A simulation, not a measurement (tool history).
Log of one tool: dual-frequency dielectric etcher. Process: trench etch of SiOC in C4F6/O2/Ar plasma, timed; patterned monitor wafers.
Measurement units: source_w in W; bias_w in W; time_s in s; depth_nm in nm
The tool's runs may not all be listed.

run	hour	source_w	bias_w	time_s	depth_nm
1	0	440	147	16	33.999
2	8.9	470	147	16	35.268
3	11	400	147	16	32.092
4	14.2	400	147	16	32.227
5	22.3	400	147	16	31.867
6	29.2	400	162	16	33.955
7	30.6	440	164	16	35.548
8	35.5	470	166	16	37.7
9	42	490	167	16	37.936

The next listed run, before its measurement:
10	44.8	510	168	16	?

Logged for run 10: depth_nm 39.022 nm.
